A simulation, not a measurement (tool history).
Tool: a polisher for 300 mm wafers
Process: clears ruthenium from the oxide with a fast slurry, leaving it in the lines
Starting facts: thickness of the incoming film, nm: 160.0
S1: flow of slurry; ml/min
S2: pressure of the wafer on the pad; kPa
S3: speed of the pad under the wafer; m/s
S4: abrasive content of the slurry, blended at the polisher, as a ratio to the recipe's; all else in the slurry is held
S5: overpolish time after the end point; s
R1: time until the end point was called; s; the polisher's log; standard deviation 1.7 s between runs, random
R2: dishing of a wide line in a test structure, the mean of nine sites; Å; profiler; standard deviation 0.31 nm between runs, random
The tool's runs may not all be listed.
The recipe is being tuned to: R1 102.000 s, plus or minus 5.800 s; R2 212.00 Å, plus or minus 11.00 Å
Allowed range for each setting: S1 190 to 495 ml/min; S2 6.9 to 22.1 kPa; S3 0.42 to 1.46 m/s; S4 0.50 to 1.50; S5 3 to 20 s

| run | hour | S1 | S2 | S3 | S4 | S5 | R1 | R2 |
|---|---|---|---|---|---|---|---|---|
| 1 | 0.0 | 320 | 14.5 | 0.94 | 1.00 | 10 | 63.208 | 194.53 |
| 2 | 1.9 | 320 | 13.8 | 0.94 | 1.00 | 11 | 63.831 | 203.24 |
| 3 | 10.7 | 320 | 12.4 | 0.92 | 1.00 | 12 | 70.721 | 202.39 |
| 4 | 14.4 | 320 | 9.7 | 0.92 | 1.00 | 12 | 87.842 | 164.00 |
| 5 | 17.4 | 320 | 9.7 | 0.92 | 0.80 | 12 | 105.580 | 136.77 |
| 6 | 20.7 | 320 | 9.7 | 0.92 | 0.80 | 13 | 105.050 | 152.87 |
| 7 | 24.8 | 320 | 9.7 | 0.92 | 0.80 | 15 | 105.410 | 176.62 |
| 8 | 32.3 | 320 | 9.7 | 0.92 | 0.80 | 16 | 103.470 | 181.57 |

Consider the 5 candidate settings below. Which is the only one whose results all fall within their allowed miss of target?
| A | 39.8 | 340 | 9.0 | 0.98 | 0.70 | 19 | ? | ? |
| B | 39.8 | 400 | 10.3 | 0.88 | 1.00 | 15 | ? | ? |
| C | 39.8 | 340 | 11.0 | 0.58 | 1.25 | 18 | ? | ? |
| D | 39.8 | 315 | 11.0 | 0.98 | 0.85 | 18 | ? | ? |
| E | 39.8 | 365 | 9.0 | 0.98 | 0.70 | 19 | ? | ? |

| move | R1 | R2 |
|---|---|---|
| A | 116.370 | 192.29 |
| B | 83.109 | 211.50 |
| C | 99.091 | 212.79 |
| D | 82.448 | 253.06 |
| E | 115.840 | 193.12 |
A: closes in on the targets versus the last run, not all within tolerance yet
B: the furthest-off result lands on target, but another misses its tolerance
C: in spec on every target
D: the result that was furthest off in the last run now lies on the other side of its target
E: closes in on the targets versus the last run, not all within tolerance yet
So the answer is move C, the one that meets all the targets.

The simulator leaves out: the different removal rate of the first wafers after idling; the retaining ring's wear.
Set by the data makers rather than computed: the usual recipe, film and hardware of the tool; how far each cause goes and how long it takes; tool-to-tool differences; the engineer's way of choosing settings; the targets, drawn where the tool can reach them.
